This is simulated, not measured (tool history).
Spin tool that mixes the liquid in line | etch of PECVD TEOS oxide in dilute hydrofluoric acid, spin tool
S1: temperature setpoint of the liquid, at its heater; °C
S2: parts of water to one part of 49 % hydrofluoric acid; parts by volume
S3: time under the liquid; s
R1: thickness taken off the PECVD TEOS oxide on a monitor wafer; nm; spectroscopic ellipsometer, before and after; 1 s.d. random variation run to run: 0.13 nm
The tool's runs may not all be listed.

{"run": 1, "day": 0.0, "S1": 21.0, "S2": 245, "S3": 280, "R1": 8.0736}
{"run": 2, "day": 0.329, "S1": 21.5, "S2": 240, "S3": 280, "R1": 8.3789}
{"run": 3, "day": 0.542, "S1": 22.0, "S2": 235, "S3": 280, "R1": 8.6674}
{"run": 4, "day": 0.888, "S1": 22.5, "S2": 230, "S3": 280, "R1": 9.1521}
{"run": 5, "day": 1.1, "S1": 25.0, "S2": 230, "S3": 280, "R1": 10.099}
{"run": 6, "day": 1.333, "S1": 25.0, "S2": 230, "S3": 280, "R1": 10.02}
{"run": 7, "day": 1.467, "S1": 25.5, "S2": 225, "S3": 280, "R1": 10.542}
{"run": 8, "day": 1.546, "S1": 26.0, "S2": 225, "S3": 280, "R1": 10.699}
{"run": 9, "day": 1.917, "S1": 26.5, "S2": 225, "S3": 280, "R1": 10.938}

Run 10 is up next; what results do you expect?
{"run": 10, "day": 2.096, "S1": 28.0, "S2": 210, "S3": 280, "R1": "?"}

R1: 12.7740 nm

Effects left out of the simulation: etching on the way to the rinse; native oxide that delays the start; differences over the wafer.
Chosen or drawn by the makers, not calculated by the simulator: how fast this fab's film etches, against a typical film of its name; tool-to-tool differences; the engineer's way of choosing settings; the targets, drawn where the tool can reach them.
